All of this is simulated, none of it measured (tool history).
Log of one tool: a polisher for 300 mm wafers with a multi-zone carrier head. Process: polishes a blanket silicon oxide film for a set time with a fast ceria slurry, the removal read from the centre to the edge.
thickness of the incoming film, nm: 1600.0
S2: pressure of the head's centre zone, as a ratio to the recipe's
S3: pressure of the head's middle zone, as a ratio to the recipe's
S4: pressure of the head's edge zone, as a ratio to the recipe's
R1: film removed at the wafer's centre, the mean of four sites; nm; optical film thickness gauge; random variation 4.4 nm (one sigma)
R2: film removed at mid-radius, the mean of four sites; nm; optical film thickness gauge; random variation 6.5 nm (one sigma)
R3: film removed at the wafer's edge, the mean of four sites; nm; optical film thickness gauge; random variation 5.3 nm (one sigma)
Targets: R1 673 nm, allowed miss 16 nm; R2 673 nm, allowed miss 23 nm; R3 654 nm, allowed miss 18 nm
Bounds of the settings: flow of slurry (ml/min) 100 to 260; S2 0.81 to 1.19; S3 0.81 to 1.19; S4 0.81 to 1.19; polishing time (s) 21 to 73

{"run": 1, "hour": 0.0, "flow of slurry (ml/min)": 165, "S2": 1, "S3": 1, "S4": 1, "polishing time (s)": 47, "R1": 446, "R2": 457.36, "R3": 458.56}
{"run": 2, "hour": 8.7, "flow of slurry (ml/min)": 165, "S2": 1, "S3": 1, "S4": 0.92, "polishing time (s)": 47, "R1": 438.65, "R2": 461.26, "R3": 443.73}
{"run": 3, "hour": 17.5, "flow of slurry (ml/min)": 165, "S2": 1.07, "S3": 1, "S4": 0.92, "polishing time (s)": 47, "R1": 469.09, "R2": 455.14, "R3": 442.02}
{"run": 4, "hour": 24.7, "flow of slurry (ml/min)": 165, "S2": 1.07, "S3": 1, "S4": 0.92, "polishing time (s)": 40, "R1": 400.82, "R2": 388.47, "R3": 379.03}
{"run": 5, "hour": 29.8, "flow of slurry (ml/min)": 190, "S2": 1.07, "S3": 1, "S4": 0.92, "polishing time (s)": 40, "R1": 410.75, "R2": 397.13, "R3": 386.32}
{"run": 6, "hour": 35.9, "flow of slurry (ml/min)": 190, "S2": 0.99, "S3": 1, "S4": 0.92, "polishing time (s)": 40, "R1": 374.91, "R2": 400.23, "R3": 378.82}
{"hour": 40.3, "done": "worn pad replaced by a new one"}
{"run": 7, "hour": 40.3, "flow of slurry (ml/min)": 190, "S2": 1.01, "S3": 1.03, "S4": 0.97, "polishing time (s)": 44, "R1": 472.74, "R2": 497.71, "R3": 481.63}
{"run": 8, "hour": 43.8, "flow of slurry (ml/min)": 205, "S2": 1.03, "S3": 1.04, "S4": 0.98, "polishing time (s)": 44, "R1": 486.6, "R2": 499.97, "R3": 480.09}

4 next moves are on the table. One of them brings every result within its allowed miss. Which?
{"run": "A", "hour": 47.3, "flow of slurry (ml/min)": 175, "S2": 0.93, "S3": 0.92, "S4": 1.19, "polishing time (s)": 59, "R1": "?", "R2": "?", "R3": "?"}
{"run": "B", "hour": 47.3, "flow of slurry (ml/min)": 235, "S2": 0.88, "S3": 1.05, "S4": 1.12, "polishing time (s)": 58, "R1": "?", "R2": "?", "R3": "?"}
{"run": "C", "hour": 47.3, "flow of slurry (ml/min)": 200, "S2": 1.04, "S3": 1.05, "S4": 1.02, "polishing time (s)": 56, "R1": "?", "R2": "?", "R3": "?"}
{"run": "D", "hour": 47.3, "flow of slurry (ml/min)": 200, "S2": 1.05, "S3": 1.02, "S4": 0.96, "polishing time (s)": 60, "R1": "?", "R2": "?", "R3": "?"}

move=A R1=575.09 R2=588.26 R3=671.33
move=B R1=558.19 R2=671.19 R3=662.14
move=C R1=623.99 R2=634.97 R3=609.32
move=D R1=674.89 R2=663.85 R3=639.73
A: nearer than the last run, and not there yet
B: nearer than the last run, and not there yet
C: nearer than the last run, and not there yet
D: meets every target
Answer: D

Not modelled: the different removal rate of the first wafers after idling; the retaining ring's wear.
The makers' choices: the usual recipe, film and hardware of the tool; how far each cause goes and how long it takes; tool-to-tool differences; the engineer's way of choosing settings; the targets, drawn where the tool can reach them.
